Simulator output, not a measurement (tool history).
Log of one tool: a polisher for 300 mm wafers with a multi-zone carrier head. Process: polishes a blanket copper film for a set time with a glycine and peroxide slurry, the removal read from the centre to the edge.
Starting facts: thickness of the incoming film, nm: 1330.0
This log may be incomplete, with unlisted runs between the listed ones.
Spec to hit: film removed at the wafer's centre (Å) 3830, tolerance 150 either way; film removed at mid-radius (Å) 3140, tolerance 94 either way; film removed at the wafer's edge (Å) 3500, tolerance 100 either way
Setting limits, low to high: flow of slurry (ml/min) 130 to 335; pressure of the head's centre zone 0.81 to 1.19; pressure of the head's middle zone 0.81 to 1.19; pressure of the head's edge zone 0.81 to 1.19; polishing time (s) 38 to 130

run    day  flow of slurry (ml/min)  pressure of the head's centre zone  pressure of the head's middle zone  pressure of the head's edge zone  polishing time (s)  film removed at the wafer's centre (Å)  film removed at mid-radius (Å)  film removed at the wafer's edge (Å)
  1      0                      215                                   1                                   1                                 1                  84                                  4404.8                          4267.3                                4376.9
  2  0.033                      215                                   1                                   1                                 1                  73                                  3796.4                          3771.7                                3826.7
  3  0.125                      210                                1.01                                0.98                              0.99                  73                                  3906.4                          3644.3                                3766.5
  4  0.317                      210                                1.01                                0.98                              1.04                  73                                  3822.5                          3652.5                                3948.9
  5  0.592                      205                                1.01                                0.96                              1.03                  73                                  3769.6                          3552.9                                3925.3
  6  0.867                      205                                1.01                                0.96                              0.97                  73                                  3834.1                          3564.7                                3774.7
     1.054  -- slurry nozzle cleaned
  7  1.054                      200                                1.02                                0.95                              0.96                  73                                  4170.7                            3774                                3921.2
  8  1.375                      200                                1.02                                0.95                              0.96                  73                                  4155.9                          3794.8                                3943.6
  9  1.562                      205                                1.03                                0.94                              0.96                  71                                  3988.8                          3688.4                                3870.3
 10    1.6                      190                                1.03                                0.92                              0.95                  69                                  3923.7                          3457.6                                3710.9
 11  1.808                      185                                1.03                                0.91                              0.94                  68                                  3832.3                          3368.4                                  3561
 12  1.921                      180                                1.03                                 0.9                              0.94                  68                                  3808.8                          3295.6                                3583.4

5 next moves are on the table. One of them brings every result within its allowed miss. Which?
  A  2.033                      245                                1.02                                0.84                               0.9                  65                                       ?                               ?                                     ?
  B  2.033                      185                                1.03                                0.83                              1.02                  67                                       ?                               ?                                     ?
  C  2.033                      220                                0.98                                1.03                              0.88                  61                                       ?                               ?                                     ?
  D  2.033                      145                                   1                                0.93                              0.94                  71                                       ?                               ?                                     ?
  E  2.033                      180                                0.99                                0.87                              0.95                  66                                       ?                               ?                                     ?

move  film removed at the wafer's centre (Å)  film removed at mid-radius (Å)  film removed at the wafer's edge (Å)
   A                                    3820                          3103.3                                3437.6
   B                                  3833.7                          3064.6                                  3669
   C                                    3403                          3412.7                                3156.9
   D                                  3799.8                          3450.2                                3643.2
   E                                  3615.4                          3127.8                                3482.1
A: every result within its allowed miss
B: corrects the largest miss of the last run, while another result sits out of spec
C: its largest miss is bigger than the last run's
D: its largest miss is bigger than the last run's
E: corrects the largest miss of the last run, while another result sits out of spec
The right move is A.

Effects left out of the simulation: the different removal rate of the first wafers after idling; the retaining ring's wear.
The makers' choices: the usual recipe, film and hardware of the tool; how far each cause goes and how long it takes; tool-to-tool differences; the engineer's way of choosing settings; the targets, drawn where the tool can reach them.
